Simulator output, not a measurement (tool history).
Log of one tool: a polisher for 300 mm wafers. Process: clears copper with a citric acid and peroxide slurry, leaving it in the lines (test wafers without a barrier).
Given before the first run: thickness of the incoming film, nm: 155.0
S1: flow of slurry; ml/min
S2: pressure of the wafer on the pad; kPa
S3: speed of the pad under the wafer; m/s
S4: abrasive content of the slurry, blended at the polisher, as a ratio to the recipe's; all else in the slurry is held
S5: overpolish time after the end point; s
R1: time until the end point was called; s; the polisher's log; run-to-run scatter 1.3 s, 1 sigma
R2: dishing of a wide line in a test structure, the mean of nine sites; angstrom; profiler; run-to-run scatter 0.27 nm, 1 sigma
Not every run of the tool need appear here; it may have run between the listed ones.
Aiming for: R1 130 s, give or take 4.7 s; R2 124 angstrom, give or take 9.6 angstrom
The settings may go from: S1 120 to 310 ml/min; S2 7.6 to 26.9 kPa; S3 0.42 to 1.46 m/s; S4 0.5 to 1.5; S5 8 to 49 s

run 1 hour=0 | S1=200 S2=17.2 S3=0.94 S4=1 S5=25 | R1=98.585 R2=261.69
run 2 hour=8 | S1=200 S2=13.8 S3=0.94 S4=1 S5=25 | R1=124.25 R2=202.11
run 3 hour=13.9 | S1=200 S2=13.8 S3=1.04 S4=1 S5=25 | R1=112.34 R2=232.32
run 4 hour=22.4 | S1=200 S2=13.1 S3=1.04 S4=1 S5=23 | R1=117.57 R2=204.42
run 5 hour=23.9 | S1=200 S2=13.1 S3=1.04 S4=1 S5=21 | R1=118.57 R2=178.01
run 6 hour=28.1 | S1=200 S2=13.1 S3=1.04 S4=1 S5=20 | R1=119.22 R2=178.56
run 7 hour=29.1 | S1=200 S2=13.1 S3=1.04 S4=1 S5=20 | R1=118.29 R2=171.13
run 8 hour=32.5 | S1=195 S2=11 S3=1.04 S4=1 S5=12 | R1=137.21 R2=94.203
run 9 hour=40.5 | S1=195 S2=11 S3=1.04 S4=1 S5=13 | R1=139.55 R2=96.822
run 10 hour=44 | S1=200 S2=11 S3=1.04 S4=1 S5=13 | R1=139.64 R2=98.767

Which one of the following 5 next-run settings gets every result inside its allowed miss? There is exactly one.
run A hour=47.5 | S1=210 S2=11.7 S3=1.06 S4=0.95 S5=15 | R1=? R2=?
run B hour=47.5 | S1=250 S2=9.7 S3=1.24 S4=0.95 S5=19 | R1=? R2=?
run C hour=47.5 | S1=200 S2=11.7 S3=1.06 S4=0.9 S5=20 | R1=? R2=?
run D hour=47.5 | S1=185 S2=12.4 S3=1.1 S4=0.95 S5=17 | R1=? R2=?
run E hour=47.5 | S1=220 S2=13.8 S3=1 S4=0.8 S5=16 | R1=? R2=?

move=A R1=128.5 R2=124.89
move=B R1=130.84 R2=151.88
move=C R1=130.28 R2=161.11
move=D R1=119.05 R2=150.99
move=E R1=118.72 R2=143.58
A: all results in spec
B: carries the result that was furthest off beyond its target, to the other side
C: carries the result that was furthest off beyond its target, to the other side
D: carries the result that was furthest off beyond its target, to the other side
E: carries the result that was furthest off beyond its target, to the other side
A is the move that brings every result within its allowed miss.

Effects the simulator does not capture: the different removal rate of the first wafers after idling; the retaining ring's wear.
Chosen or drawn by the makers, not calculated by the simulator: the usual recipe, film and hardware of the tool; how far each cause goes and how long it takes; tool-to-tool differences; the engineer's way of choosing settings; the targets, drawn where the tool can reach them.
